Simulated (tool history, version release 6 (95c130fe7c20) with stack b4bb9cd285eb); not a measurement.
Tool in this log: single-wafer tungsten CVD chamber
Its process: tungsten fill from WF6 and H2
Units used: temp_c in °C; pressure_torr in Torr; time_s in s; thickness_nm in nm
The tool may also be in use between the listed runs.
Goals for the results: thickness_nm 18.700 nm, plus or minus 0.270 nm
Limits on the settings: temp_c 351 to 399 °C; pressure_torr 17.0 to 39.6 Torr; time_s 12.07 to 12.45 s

run,day,temp_c,pressure_torr,time_s,thickness_nm
1,0.000,375,28.3,12.07,21.037
2,0.238,386,28.3,12.07,25.606
3,0.546,386,28.3,12.07,25.659
4,0.683,380,28.2,12.07,22.904
5,0.942,380,28.2,12.07,22.968
6,0.992,376,28.2,12.07,21.247
7,1.338,376,28.2,12.07,21.330
8,1.371,374,28.2,12.07,20.674
9,1.533,372,28.2,12.07,19.656

Of the 4 settings listed for the next run, only one would bring every result within its allowed miss of target. Which one?
A,1.696,370,26.7,12.07,?
B,1.696,373,27.6,12.45,?
C,1.696,368,27.5,12.07,?
D,1.696,368,25.7,12.12,?

move,thickness_nm
A,18.732
B,20.702
C,18.184
D,17.861
A: in spec on every target
B: further off than the last run
C: moves the result that the last run missed by most past its target, out the other side
D: moves the result that the last run missed by most past its target, out the other side
Go with A: it meets all targets.
